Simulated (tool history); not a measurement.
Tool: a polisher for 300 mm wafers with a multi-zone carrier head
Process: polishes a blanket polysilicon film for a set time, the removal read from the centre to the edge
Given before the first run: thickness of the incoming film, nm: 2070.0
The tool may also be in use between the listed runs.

run	hour	flow of slurry (ml/min)	pressure of the head's centre zone	pressure of the head's middle zone	pressure of the head's edge zone	polishing time (s)	film removed at the wafer's centre (angstrom)	film removed at mid-radius (angstrom)	film removed at the wafer's edge (angstrom)
1	0	250	1	1	1	55	5169.9	5150.6	5297.9
2	6.9	245	1.01	0.98	0.99	52	4923.6	4781.5	4988.1
3	15.4	240	1.02	0.96	0.98	49	4719.1	4462.2	4632.1
4	22.2	235	1.03	0.94	0.99	47	4562.7	4202.9	4448.8
5	27.7	295	1.03	0.94	0.99	47	4607.7	4304	4567
6	36.4	285	1.04	0.92	0.99	45	4414.8	3984.4	4302.7
7	41.4	280	1.05	0.91	0.99	43	4351	3781.6	4124.2
8	45.9	275	1.05	0.9	0.99	42	4192.2	3646.2	3992.9
9	47.3	270	1.05	0.89	0.99	41	4079	3522	4012
10	54.9	265	1.06	0.88	0.97	40	4021.7	3393.8	3799.2
11	55.6	255	1.06	0.87	0.96	40	3997.6	3343.9	3778.2
12	61.6	250	1.06	0.86	0.95	39	3887.3	3233.8	3594.9
13	62.2	245	1.06	0.85	0.95	39	3889.8	3187.6	3642.4
14	65.8	240	1.06	0.84	0.94	39	3883.1	3208.7	3613.3
15	66.3	235	1.07	0.84	0.94	38	3805.5	3058.6	3536
16	73.6	230	1.07	0.84	0.93	38	3803.8	3124.4	3491.3
17	78.4	230	1.08	0.84	0.93	38	3791.9	3094.6	3487.3

Predict the results of run 18:
18	79.4	175	1.13	0.81	0.92	34	?	?	?

Run 18 measured film removed at the wafer's centre (angstrom) 3448.7, film removed at mid-radius (angstrom) 2554.7, film removed at the wafer's edge (angstrom) 3045.5.

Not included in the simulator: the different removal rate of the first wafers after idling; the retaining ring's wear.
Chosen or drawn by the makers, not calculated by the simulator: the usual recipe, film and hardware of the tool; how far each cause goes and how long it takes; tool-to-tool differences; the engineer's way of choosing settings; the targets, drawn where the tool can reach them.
